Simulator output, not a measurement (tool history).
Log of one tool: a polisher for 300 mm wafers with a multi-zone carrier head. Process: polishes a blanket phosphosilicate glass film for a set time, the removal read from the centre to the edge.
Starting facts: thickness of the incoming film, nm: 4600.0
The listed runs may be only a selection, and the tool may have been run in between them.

run	day	flow of slurry (ml/min)	pressure of the head's centre zone	pressure of the head's middle zone	pressure of the head's edge zone	abrasive content of the slurry	polishing time (s)	film removed at the wafer's centre (angstrom)	film removed at mid-radius (angstrom)	film removed at the wafer's edge (angstrom)
1	0.000	210	1.00	1.00	1.00	1.00	82	5035.4	5033.1	4789.6
2	0.150	210	1.00	1.00	1.00	1.00	99	5952.7	6035.5	5781.5
3	0.312	245	1.00	1.00	1.00	1.00	99	6225.9	6176.0	5837.1
4	0.521	195	1.00	1.00	1.00	1.00	99	5962.9	6100.7	5736.5
5	0.792	165	1.00	1.00	1.00	1.00	99	5822.1	5901.1	5618.3
6	1.158	165	1.00	1.00	1.00	1.15	99	6296.4	6277.1	5943.8

For run 7, what comes out?
7	1.504	180	1.01	0.99	1.03	1.15	99	?	?	?

Run 7 yielded film removed at the wafer's centre (angstrom) 6274.7, film removed at mid-radius (angstrom) 6282.3, film removed at the wafer's edge (angstrom) 6155.0.
